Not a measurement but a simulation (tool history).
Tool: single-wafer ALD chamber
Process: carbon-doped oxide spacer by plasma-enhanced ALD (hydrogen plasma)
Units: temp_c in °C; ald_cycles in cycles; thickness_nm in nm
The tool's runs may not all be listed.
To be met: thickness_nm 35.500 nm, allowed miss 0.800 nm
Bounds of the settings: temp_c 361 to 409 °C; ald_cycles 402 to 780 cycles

run    day  temp_c  ald_cycles  thickness_nm
  1  0.000     385         591        29.864
  2  0.162     377         591        29.869
  3  0.533     377         620        31.286
  4  0.671     377         564        28.493
  5  0.854     377         501        25.295
  6  1.071     377         553        27.897
  7  1.192     377         591        29.990
  8  1.467     377         617        31.390
  9  1.821     377         636        32.022
 10  1.854     377         720        36.266

Which of these 5 next moves meets every target?
  A  1.888     375         754             ?
  B  1.888     371         737             ?
  C  1.888     382         698             ?
  D  1.888     387         755             ?
  E  1.888     383         743             ?

move  thickness_nm
   A        38.229
   B        37.367
   C        35.389
   D        38.279
   E        37.671
A: further off than the last run
B: further off than the last run
C: meets every target
D: further off than the last run
E: further off than the last run
Move C is the one to make.
